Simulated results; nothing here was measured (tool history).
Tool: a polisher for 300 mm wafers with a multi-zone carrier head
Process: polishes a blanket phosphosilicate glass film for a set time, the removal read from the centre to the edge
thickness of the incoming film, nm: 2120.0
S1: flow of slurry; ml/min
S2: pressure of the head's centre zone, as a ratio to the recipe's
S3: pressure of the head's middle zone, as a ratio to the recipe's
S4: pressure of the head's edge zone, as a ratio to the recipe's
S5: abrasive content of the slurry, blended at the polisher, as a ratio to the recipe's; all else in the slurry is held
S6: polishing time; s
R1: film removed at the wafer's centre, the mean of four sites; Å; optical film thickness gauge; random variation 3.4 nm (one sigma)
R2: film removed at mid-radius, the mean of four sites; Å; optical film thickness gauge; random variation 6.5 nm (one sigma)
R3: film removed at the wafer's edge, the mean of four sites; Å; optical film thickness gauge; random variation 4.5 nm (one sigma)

{"run": 1, "day": 0.0, "S1": 125, "S2": 1.0, "S3": 1.0, "S4": 1.0, "S5": 1.0, "S6": 81, "R1": 7958.8, "R2": 7862.9, "R3": 8014.8}
{"run": 2, "day": 0.042, "S1": 125, "S2": 1.0, "S3": 1.0, "S4": 1.0, "S5": 1.0, "S6": 73, "R1": 7212.6, "R2": 6998.3, "R3": 7186.8}
{"run": 3, "day": 0.167, "S1": 150, "S2": 1.0, "S3": 1.0, "S4": 1.0, "S5": 1.0, "S6": 73, "R1": 7634.8, "R2": 7452.3, "R3": 7391.6}
{"run": 4, "day": 0.467, "S1": 150, "S2": 1.0, "S3": 1.0, "S4": 1.0, "S5": 1.1, "S6": 73, "R1": 7913.8, "R2": 7579.3, "R3": 7723.3}
{"run": 5, "day": 0.588, "S1": 145, "S2": 0.99, "S3": 0.98, "S4": 0.98, "S5": 1.0, "S6": 72, "R1": 7448.1, "R2": 7180.8, "R3": 7306.5}
{"run": 6, "day": 0.95, "S1": 140, "S2": 0.99, "S3": 0.97, "S4": 0.97, "S5": 0.9, "S6": 70, "R1": 6849.3, "R2": 6500.4, "R3": 6625.6}
{"run": 7, "day": 1.188, "S1": 135, "S2": 0.98, "S3": 0.96, "S4": 0.95, "S5": 0.85, "S6": 70, "R1": 6487.8, "R2": 6215.2, "R3": 6439.4}
{"run": 8, "day": 1.242, "S1": 125, "S2": 1.01, "S3": 0.98, "S4": 0.85, "S5": 0.6, "S6": 62, "R1": 4961.2, "R2": 4680.5, "R3": 4517.0}
{"run": 9, "day": 1.517, "S1": 125, "S2": 1.0, "S3": 0.98, "S4": 0.86, "S5": 0.6, "S6": 62, "R1": 4811.0, "R2": 4684.4, "R3": 4538.0}
{"run": 10, "day": 1.558, "S1": 125, "S2": 1.0, "S3": 0.98, "S4": 0.87, "S5": 0.6, "S6": 62, "R1": 4880.2, "R2": 4571.7, "R3": 4558.6}
{"run": 11, "day": 1.633, "S1": 140, "S2": 0.97, "S3": 1.02, "S4": 0.94, "S5": 0.65, "S6": 62, "R1": 5032.8, "R2": 5166.2, "R3": 4956.3}
{"run": 12, "day": 1.958, "S1": 140, "S2": 0.97, "S3": 1.01, "S4": 0.94, "S5": 0.65, "S6": 62, "R1": 5046.1, "R2": 5161.5, "R3": 4932.3}

Forecast run 13:
{"run": 13, "day": 2.062, "S1": 140, "S2": 0.97, "S3": 1.0, "S4": 0.94, "S5": 0.65, "S6": 62, "R1": "?", "R2": "?", "R3": "?"}

Run 13 gave R1 5048.7 Å, R2 5071.7 Å, R3 5005.0 Å.

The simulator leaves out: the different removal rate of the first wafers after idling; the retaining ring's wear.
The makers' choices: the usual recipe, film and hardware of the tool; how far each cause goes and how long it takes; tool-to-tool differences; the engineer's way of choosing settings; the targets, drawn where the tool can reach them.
